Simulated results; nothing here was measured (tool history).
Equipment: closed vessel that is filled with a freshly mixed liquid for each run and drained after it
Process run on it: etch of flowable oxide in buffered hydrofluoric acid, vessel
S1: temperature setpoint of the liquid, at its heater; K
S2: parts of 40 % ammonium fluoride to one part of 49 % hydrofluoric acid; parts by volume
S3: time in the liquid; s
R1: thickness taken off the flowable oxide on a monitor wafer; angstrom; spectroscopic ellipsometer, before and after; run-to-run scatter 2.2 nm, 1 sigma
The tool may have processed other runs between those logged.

run,hour,S1,S2,S3,R1
1,0,297.15,13,85,4054.8
2,7.5,296.15,13,85,3841.9
3,15.7,295.65,13,85,3722.7
4,24,295.15,13,85,3660.1
5,26.4,295.15,13,95,4084.5
6,31.2,295.15,13,95,4077.6

Run 7, settings as shown, results not yet in. Your forecast:
7,33.9,294.65,13,95,?

{"run 7": {"R1": 3985.5}}

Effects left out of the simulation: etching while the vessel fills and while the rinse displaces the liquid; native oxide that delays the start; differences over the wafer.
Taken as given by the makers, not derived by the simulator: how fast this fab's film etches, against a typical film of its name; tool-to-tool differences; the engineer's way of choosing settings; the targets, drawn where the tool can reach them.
